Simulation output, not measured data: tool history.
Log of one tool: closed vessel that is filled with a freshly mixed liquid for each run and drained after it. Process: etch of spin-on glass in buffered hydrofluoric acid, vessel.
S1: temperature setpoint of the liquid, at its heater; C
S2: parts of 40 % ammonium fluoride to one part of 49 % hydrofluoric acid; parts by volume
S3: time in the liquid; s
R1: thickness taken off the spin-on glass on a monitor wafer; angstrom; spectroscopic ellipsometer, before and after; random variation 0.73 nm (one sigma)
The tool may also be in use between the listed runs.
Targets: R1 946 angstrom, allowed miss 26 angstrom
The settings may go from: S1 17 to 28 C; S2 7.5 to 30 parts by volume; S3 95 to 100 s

run  hour    S1    S2   S3      R1
  1     0    20  20.5   95  1274.8
  2   8.4  19.5    21   95  1213.9
  3  13.2  22.5    21   95  1451.6
  4  15.6    21    21   95  1325.5
  5  19.9    21    21  100  1392.7
  6  22.4    20    22  100  1258.5
  7  25.3  19.5  22.5  100  1210.6
  8  33.1    19    23  100    1167
  9  35.3  18.5  23.5  100  1126.6
 10  44.5    18    24  100  1064.8
 11  46.7    18  24.5  100  1055.2

Which of these 5 next moves meets every target?
  A  48.9    19    26   95   ?
  B  48.9  19.5    30   95   ?
  C  48.9  20.5  26.5   95   ?
  D  48.9    17  29.5  100   ?
  E  48.9    20    30  100   ?

move      R1
   A  1008.3
   B  939.48
   C    1083
   D  867.62
   E  1017.2
A: nearer than the last run, and not there yet
B: meets every target
C: further off than the last run
D: takes the result that was furthest off past its target
E: nearer than the last run, and not there yet
Move B is the one to make.

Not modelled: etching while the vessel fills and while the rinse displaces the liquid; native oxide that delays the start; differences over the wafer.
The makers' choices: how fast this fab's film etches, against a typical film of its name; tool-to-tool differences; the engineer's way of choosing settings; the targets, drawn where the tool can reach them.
